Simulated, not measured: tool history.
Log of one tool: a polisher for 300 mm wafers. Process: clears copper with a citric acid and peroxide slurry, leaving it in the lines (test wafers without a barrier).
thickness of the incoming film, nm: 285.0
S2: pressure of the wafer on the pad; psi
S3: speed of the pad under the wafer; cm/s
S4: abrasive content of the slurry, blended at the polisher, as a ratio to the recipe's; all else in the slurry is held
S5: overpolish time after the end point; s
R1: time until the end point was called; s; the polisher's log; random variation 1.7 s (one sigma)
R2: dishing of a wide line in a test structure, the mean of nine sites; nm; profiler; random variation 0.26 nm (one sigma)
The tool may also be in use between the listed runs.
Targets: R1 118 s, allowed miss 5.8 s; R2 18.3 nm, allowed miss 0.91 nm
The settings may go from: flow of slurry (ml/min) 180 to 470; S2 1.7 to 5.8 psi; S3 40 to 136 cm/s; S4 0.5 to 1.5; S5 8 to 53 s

run 1 day=0 | flow_of_slurry_(ml/min)=300 S2=3.7 S3=88 S4=1 S5=27 | R1=148.03 R2=37.273
run 2 day=0.096 | flow_of_slurry_(ml/min)=300 S2=3.7 S3=88 S4=0.9 S5=27 | R1=149.8 R2=35.934
run 3 day=0.383 | flow_of_slurry_(ml/min)=300 S2=3.8 S3=90 S4=0.85 S5=24 | R1=147 R2=33.257
run 4 day=0.517 | flow_of_slurry_(ml/min)=300 S2=3 S3=90 S4=0.85 S5=24 | R1=177.05 R2=28.41
run 5 day=0.838 | flow_of_slurry_(ml/min)=300 S2=3 S3=90 S4=1 S5=24 | R1=165.01 R2=30.914
run 6 day=0.962 | flow_of_slurry_(ml/min)=300 S2=3 S3=90 S4=1 S5=30 | R1=163.27 R2=36.627
run 7 day=1.079 | flow_of_slurry_(ml/min)=295 S2=3.1 S3=94 S4=0.9 S5=26 | R1=161.52 R2=32.847
run 8 day=1.121 | flow_of_slurry_(ml/min)=325 S2=3.3 S3=94 S4=0.85 S5=23 | R1=155.12 R2=30.097
run 9 day=1.188 | flow_of_slurry_(ml/min)=350 S2=3.4 S3=96 S4=0.8 S5=20 | R1=152.57 R2=27.678
run 10 day=1.329 | flow_of_slurry_(ml/min)=370 S2=3.5 S3=98 S4=0.75 S5=18 | R1=143.33 R2=25.56
run 11 day=1.671 | flow_of_slurry_(ml/min)=455 S2=4.2 S3=100 S4=0.5 S5=8 | R1=136.52 R2=12.739
run 12 day=1.812 | flow_of_slurry_(ml/min)=430 S2=4.3 S3=100 S4=0.5 S5=8 | R1=136.58 R2=12.508
run 13 day=1.888 | flow_of_slurry_(ml/min)=430 S2=4.3 S3=102 S4=0.55 S5=9 | R1=133.78 R2=15.14
run 14 day=2.217 | flow_of_slurry_(ml/min)=425 S2=4.4 S3=102 S4=0.55 S5=9 | R1=128.57 R2=14.936
-- day=2.321 head pressure recalibrated
run 15 day=2.321 | flow_of_slurry_(ml/min)=420 S2=4.4 S3=102 S4=0.55 S5=9 | R1=121.34 R2=16.791
run 16 day=2.567 | flow_of_slurry_(ml/min)=415 S2=4.4 S3=102 S4=0.55 S5=9 | R1=121.74 R2=15.972
run 17 day=2.808 | flow_of_slurry_(ml/min)=410 S2=4.4 S3=102 S4=0.55 S5=9 | R1=118.03 R2=16.025

Which of these 5 next moves meets every target?
run A day=3.05 | flow_of_slurry_(ml/min)=460 S2=5.1 S3=108 S4=0.5 S5=8 | R1=? R2=?
run B day=3.05 | flow_of_slurry_(ml/min)=415 S2=3.4 S3=120 S4=0.65 S5=10 | R1=? R2=?
run C day=3.05 | flow_of_slurry_(ml/min)=470 S2=4.3 S3=104 S4=0.55 S5=9 | R1=? R2=?
run D day=3.05 | flow_of_slurry_(ml/min)=285 S2=4.8 S3=108 S4=0.6 S5=8 | R1=? R2=?
run E day=3.05 | flow_of_slurry_(ml/min)=405 S2=4.8 S3=106 S4=0.65 S5=8 | R1=? R2=?

move=A R1=107.7 R2=16.643
move=B R1=122.76 R2=18.088
move=C R1=123.08 R2=16.369
move=D R1=111.67 R2=16.068
move=E R1=107.97 R2=16.594
A: nearer than the last run, and not there yet
B: meets every target
C: nearer than the last run, and not there yet
D: as far off as the last run
E: nearer than the last run, and not there yet
Answer: B
